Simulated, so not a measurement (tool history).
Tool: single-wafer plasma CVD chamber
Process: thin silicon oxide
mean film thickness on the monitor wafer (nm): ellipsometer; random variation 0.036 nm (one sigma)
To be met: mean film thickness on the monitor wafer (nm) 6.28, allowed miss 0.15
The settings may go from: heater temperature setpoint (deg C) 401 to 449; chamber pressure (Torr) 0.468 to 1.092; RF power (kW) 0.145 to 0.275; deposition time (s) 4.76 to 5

run  hour  heater temperature setpoint (deg C)  chamber pressure (Torr)  RF power (kW)  deposition time (s)  mean film thickness on the monitor wafer (nm)
  1     0                                  425                     0.78           0.21                    5                                          8.344
  2   6.8                                  425                     0.78           0.21                 4.76                                         7.8536
  3  12.4                                  425                     0.78           0.21                    5                                         8.3572
  4  17.3                                  425                    0.748           0.21                    5                                         7.9656
  5  22.5                                  425                    0.722           0.21                    5                                         7.6611
  6  26.1                                  425                    0.722           0.23                    5                                         8.1717
  7  27.7                                  425                    0.693           0.23                    5                                         7.8726
  8  35.7                                  425                    0.668           0.23                    5                                         7.5265

Which of these 4 next moves meets every target?
  A  43.7                                  424                    0.579          0.205                 4.76                                              ?
  B  43.7                                  435                    0.556           0.25                    5                                              ?
  C  43.7                                  424                    0.645          0.195                 4.76                                              ?
  D  43.7                                  429                    0.572          0.215                 4.76                                              ?

move  mean film thickness on the monitor wafer (nm)
   A                                         5.8378
   B                                         6.5964
   C                                         6.2716
   D                                         5.9313
A: takes the result that was furthest off past its target
B: nearer than the last run, and not there yet
C: meets every target
D: takes the result that was furthest off past its target
Answer: C
